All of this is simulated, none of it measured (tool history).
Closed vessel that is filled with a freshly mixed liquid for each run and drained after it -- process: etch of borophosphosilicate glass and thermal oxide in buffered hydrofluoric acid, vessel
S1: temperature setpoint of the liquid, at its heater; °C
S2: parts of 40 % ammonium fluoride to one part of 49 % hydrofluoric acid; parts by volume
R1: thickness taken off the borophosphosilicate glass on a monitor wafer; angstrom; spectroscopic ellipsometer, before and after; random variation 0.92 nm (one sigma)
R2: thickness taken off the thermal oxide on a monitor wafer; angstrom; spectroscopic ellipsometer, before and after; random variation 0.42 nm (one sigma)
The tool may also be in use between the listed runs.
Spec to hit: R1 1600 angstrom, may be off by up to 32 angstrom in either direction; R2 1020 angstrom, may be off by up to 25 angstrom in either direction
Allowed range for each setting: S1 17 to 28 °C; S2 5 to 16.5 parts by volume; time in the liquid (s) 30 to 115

run 1 hour=0 | S1=20 S2=10 time_in_the_liquid_(s)=60 | R1=947.94 R2=603.05
run 2 hour=2.2 | S1=23 S2=10 time_in_the_liquid_(s)=60 | R1=1119.2 R2=713.94
run 3 hour=4.6 | S1=24 S2=10 time_in_the_liquid_(s)=60 | R1=1173.4 R2=748.61
run 4 hour=7.2 | S1=24 S2=7.5 time_in_the_liquid_(s)=60 | R1=1544.6 R2=983.8
run 5 hour=15.8 | S1=24 S2=7.5 time_in_the_liquid_(s)=75 | R1=1903.6 R2=1238.9
run 6 hour=23.6 | S1=24 S2=7.5 time_in_the_liquid_(s)=55 | R1=1429.3 R2=896.2
run 7 hour=30.3 | S1=24.5 S2=7.5 time_in_the_liquid_(s)=55 | R1=1446.5 R2=921.94
run 8 hour=31.7 | S1=25 S2=7.5 time_in_the_liquid_(s)=55 | R1=1502.7 R2=945.96
run 9 hour=39.5 | S1=25.5 S2=7.5 time_in_the_liquid_(s)=55 | R1=1547 R2=978.02

4 next moves are on the table. One of them brings every result within its allowed miss. Which?
run A hour=47.3 | S1=25 S2=13 time_in_the_liquid_(s)=105 | R1=? R2=?
run B hour=47.3 | S1=22.5 S2=6 time_in_the_liquid_(s)=55 | R1=? R2=?
run C hour=47.3 | S1=28 S2=9.5 time_in_the_liquid_(s)=60 | R1=? R2=?
run D hour=47.3 | S1=26 S2=8.5 time_in_the_liquid_(s)=60 | R1=? R2=?

move=A R1=1702.8 R2=1073.9
move=B R1=1626.5 R2=1014.7
move=C R1=1528.7 R2=963.79
move=D R1=1513.5 R2=952
A: takes the biggest miss from the last run beyond its target
B: all results land within tolerance of their targets
C: misses by more than the last run did
D: misses by more than the last run did
B is the move that brings every result within its allowed miss.
